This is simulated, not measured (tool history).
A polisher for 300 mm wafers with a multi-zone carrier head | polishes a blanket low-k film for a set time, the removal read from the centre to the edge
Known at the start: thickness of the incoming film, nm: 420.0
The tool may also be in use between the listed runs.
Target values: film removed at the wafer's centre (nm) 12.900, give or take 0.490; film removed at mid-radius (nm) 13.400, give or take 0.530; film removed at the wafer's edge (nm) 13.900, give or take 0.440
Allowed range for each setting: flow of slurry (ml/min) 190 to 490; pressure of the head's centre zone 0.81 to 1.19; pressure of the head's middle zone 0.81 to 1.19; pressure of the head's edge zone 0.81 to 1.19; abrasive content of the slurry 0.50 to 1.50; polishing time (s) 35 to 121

run	hour	flow of slurry (ml/min)	pressure of the head's centre zone	pressure of the head's middle zone	pressure of the head's edge zone	abrasive content of the slurry	polishing time (s)	film removed at the wafer's centre (nm)	film removed at mid-radius (nm)	film removed at the wafer's edge (nm)
1	0.0	315	1.00	1.00	1.00	1.00	78	23.601	23.424	22.379
2	8.1	360	1.00	1.00	1.00	1.00	78	23.066	23.266	22.286
3	16.6	360	0.96	1.00	1.00	1.00	78	22.989	23.907	22.258
4	18.5	360	0.94	0.98	1.02	0.90	73	19.906	21.439	20.361
5	22.2	360	0.94	0.95	1.02	0.80	69	18.136	18.116	18.247
6	24.5	360	0.94	1.02	1.02	0.80	69	18.060	19.670	18.221
7	28.5	360	0.92	0.99	1.02	0.75	67	16.883	18.429	17.318
8	29.8	360	0.90	0.96	1.01	0.70	65	15.299	16.620	16.480
9	31.8	360	0.90	0.95	0.98	0.65	65	14.934	16.070	15.654
10	33.4	360	0.90	0.95	0.98	0.65	65	14.537	16.339	15.532
11	41.7	355	0.90	0.92	0.96	0.65	65	14.596	15.523	15.285

4 candidate next runs follow, results not yet known. Just one meets every target within its allowed miss. Identify it.
A	50.0	290	0.86	1.08	0.89	0.55	74	?	?	?
B	50.0	245	0.86	0.86	0.92	0.55	66	?	?	?
C	50.0	330	0.98	1.13	0.81	0.65	67	?	?	?
D	50.0	300	0.81	0.81	1.07	0.60	69	?	?	?

move	film removed at the wafer's centre (nm)	film removed at mid-radius (nm)	film removed at the wafer's edge (nm)
A	14.822	18.675	15.591
B	12.895	13.471	13.937
C	16.639	19.061	14.629
D	13.511	14.244	16.554
A: the biggest miss grows against the last run
B: meets every target
C: the biggest miss grows against the last run
D: the biggest miss grows against the last run
The move that meets every target is B.
